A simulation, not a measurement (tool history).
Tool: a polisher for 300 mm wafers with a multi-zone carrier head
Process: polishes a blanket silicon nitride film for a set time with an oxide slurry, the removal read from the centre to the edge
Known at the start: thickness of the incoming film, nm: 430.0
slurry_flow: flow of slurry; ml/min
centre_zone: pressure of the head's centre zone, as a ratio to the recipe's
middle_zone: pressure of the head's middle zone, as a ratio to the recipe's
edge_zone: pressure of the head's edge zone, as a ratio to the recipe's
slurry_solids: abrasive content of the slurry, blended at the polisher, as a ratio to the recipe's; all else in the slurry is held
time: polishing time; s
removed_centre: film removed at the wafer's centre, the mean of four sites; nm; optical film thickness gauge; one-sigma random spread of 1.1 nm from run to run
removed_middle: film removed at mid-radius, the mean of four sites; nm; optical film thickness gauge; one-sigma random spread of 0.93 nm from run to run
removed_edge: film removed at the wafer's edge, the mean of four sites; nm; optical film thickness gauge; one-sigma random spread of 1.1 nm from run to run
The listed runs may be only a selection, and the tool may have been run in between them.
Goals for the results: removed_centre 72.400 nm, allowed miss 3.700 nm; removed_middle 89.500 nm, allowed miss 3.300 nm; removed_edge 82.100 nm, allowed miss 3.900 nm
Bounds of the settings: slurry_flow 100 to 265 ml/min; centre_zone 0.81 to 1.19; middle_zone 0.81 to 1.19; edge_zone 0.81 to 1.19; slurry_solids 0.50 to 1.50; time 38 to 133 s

Run 1, hour 0.0: slurry_flow 170 ml/min, centre_zone 1.00, middle_zone 1.00, edge_zone 1.00, slurry_solids 1.00, time 85 s. Result: removed_centre 65.751 nm, removed_middle 66.623 nm, removed_edge 65.721 nm.
Run 2, hour 6.2: slurry_flow 180 ml/min, centre_zone 0.98, middle_zone 1.05, edge_zone 1.04, slurry_solids 1.10, time 85 s. Result: removed_centre 67.422 nm, removed_middle 72.458 nm, removed_edge 71.831 nm.
Run 3, hour 8.2: slurry_flow 180 ml/min, centre_zone 0.92, middle_zone 1.05, edge_zone 1.04, slurry_solids 1.10, time 85 s. Result: removed_centre 64.688 nm, removed_middle 73.243 nm, removed_edge 72.574 nm.
Run 4, hour 15.3: slurry_flow 180 ml/min, centre_zone 0.92, middle_zone 1.05, edge_zone 1.04, slurry_solids 1.10, time 95 s. Result: removed_centre 71.477 nm, removed_middle 80.638 nm, removed_edge 79.271 nm.
Run 5, hour 24.2: slurry_flow 180 ml/min, centre_zone 0.92, middle_zone 1.09, edge_zone 1.04, slurry_solids 1.10, time 95 s. Result: removed_centre 71.672 nm, removed_middle 82.429 nm, removed_edge 79.811 nm.
Run 6, hour 32.6: slurry_flow 180 ml/min, centre_zone 0.92, middle_zone 1.09, edge_zone 1.04, slurry_solids 1.10, time 80 s. Result: removed_centre 60.113 nm, removed_middle 68.920 nm, removed_edge 65.953 nm.
Run 7, hour 36.7: slurry_flow 195 ml/min, centre_zone 0.91, middle_zone 1.12, edge_zone 1.05, slurry_solids 1.20, time 81 s. Result: removed_centre 62.519 nm, removed_middle 76.380 nm, removed_edge 70.480 nm.
Run 8, hour 40.7: slurry_flow 205 ml/min, centre_zone 0.93, middle_zone 1.13, edge_zone 1.07, slurry_solids 1.30, time 81 s. Result: removed_centre 66.404 nm, removed_middle 77.965 nm, removed_edge 74.958 nm.
Run 9, hour 42.5: slurry_flow 210 ml/min, centre_zone 0.93, middle_zone 1.15, edge_zone 1.06, slurry_solids 1.35, time 82 s. Result: removed_centre 69.696 nm, removed_middle 82.747 nm, removed_edge 75.829 nm.
Run 10, hour 43.8: slurry_flow 215 ml/min, centre_zone 0.92, middle_zone 1.16, edge_zone 1.07, slurry_solids 1.40, time 82 s. Result: removed_centre 71.179 nm, removed_middle 84.702 nm, removed_edge 78.832 nm.
Run 11, hour 48.4: slurry_flow 220 ml/min, centre_zone 0.91, middle_zone 1.17, edge_zone 1.07, slurry_solids 1.40, time 82 s. Result: removed_centre 70.564 nm, removed_middle 83.984 nm, removed_edge 75.674 nm.

Of the 5 settings listed for the next run, only one would bring every result within its allowed miss of target. Which one?
Run A, hour 53.0: slurry_flow 175 ml/min, centre_zone 0.85, middle_zone 0.95, edge_zone 1.19, slurry_solids 1.50, time 87 s. Result: removed_centre ?, removed_middle ?, removed_edge ?.
Run B, hour 53.0: slurry_flow 265 ml/min, centre_zone 0.87, middle_zone 1.15, edge_zone 1.04, slurry_solids 1.40, time 85 s. Result: removed_centre ?, removed_middle ?, removed_edge ?.
Run C, hour 53.0: slurry_flow 200 ml/min, centre_zone 0.93, middle_zone 0.97, edge_zone 1.18, slurry_solids 1.45, time 88 s. Result: removed_centre ?, removed_middle ?, removed_edge ?.
Run D, hour 53.0: slurry_flow 260 ml/min, centre_zone 0.99, middle_zone 1.07, edge_zone 1.09, slurry_solids 1.25, time 86 s. Result: removed_centre ?, removed_middle ?, removed_edge ?.
Run E, hour 53.0: slurry_flow 240 ml/min, centre_zone 0.95, middle_zone 1.01, edge_zone 1.16, slurry_solids 1.50, time 82 s. Result: removed_centre ?, removed_middle ?, removed_edge ?.

move  removed_centre  removed_middle  removed_edge
   A          69.766          76.652        85.884
   B          72.491          88.965        80.321
   C          76.989          79.442        86.889
   D          78.207          81.769        79.628
   E          75.967          78.995        82.741
A: misses by more than the last run did
B: every result lands within tolerance
C: misses by more than the last run did
D: misses by more than the last run did
E: misses by more than the last run did
B is the move that brings every result within its allowed miss.
